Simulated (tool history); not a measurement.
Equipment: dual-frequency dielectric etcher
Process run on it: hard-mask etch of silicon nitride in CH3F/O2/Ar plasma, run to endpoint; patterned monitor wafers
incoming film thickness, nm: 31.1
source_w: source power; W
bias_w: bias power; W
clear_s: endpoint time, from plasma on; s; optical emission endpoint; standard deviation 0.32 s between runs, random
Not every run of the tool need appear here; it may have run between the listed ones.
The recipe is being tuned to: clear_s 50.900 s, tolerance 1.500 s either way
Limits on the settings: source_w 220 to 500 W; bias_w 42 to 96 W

{"run": 1, "hour": 0.0, "source_w": 360, "bias_w": 69, "clear_s": 45.107}
{"run": 2, "hour": 7.2, "source_w": 340, "bias_w": 68, "clear_s": 47.747}
{"run": 3, "hour": 10.6, "source_w": 340, "bias_w": 78, "clear_s": 45.127}
{"run": 4, "hour": 18.9, "source_w": 330, "bias_w": 77, "clear_s": 46.521}
{"run": 5, "hour": 25.8, "source_w": 270, "bias_w": 77, "clear_s": 52.849}
{"run": 6, "hour": 32.1, "source_w": 230, "bias_w": 77, "clear_s": 59.664}
{"run": 7, "hour": 33.2, "source_w": 230, "bias_w": 77, "clear_s": 60.356}
{"hour": 35.1, "done": "source power generator calibrated"}
{"run": 8, "hour": 35.1, "source_w": 300, "bias_w": 88, "clear_s": 46.093}

4 candidate next runs follow, results not yet known. Just one meets every target within its allowed miss. Identify it.
{"run": "A", "hour": 37.0, "source_w": 320, "bias_w": 84, "clear_s": "?"}
{"run": "B", "hour": 37.0, "source_w": 270, "bias_w": 81, "clear_s": "?"}
{"run": "C", "hour": 37.0, "source_w": 310, "bias_w": 88, "clear_s": "?"}
{"run": "D", "hour": 37.0, "source_w": 320, "bias_w": 86, "clear_s": "?"}

move=A clear_s=44.746
move=B clear_s=50.683
move=C clear_s=44.897
move=D clear_s=44.377
A: misses by more than the last run did
B: all results in spec
C: misses by more than the last run did
D: misses by more than the last run did
So the answer is move B, the one that meets all the targets.

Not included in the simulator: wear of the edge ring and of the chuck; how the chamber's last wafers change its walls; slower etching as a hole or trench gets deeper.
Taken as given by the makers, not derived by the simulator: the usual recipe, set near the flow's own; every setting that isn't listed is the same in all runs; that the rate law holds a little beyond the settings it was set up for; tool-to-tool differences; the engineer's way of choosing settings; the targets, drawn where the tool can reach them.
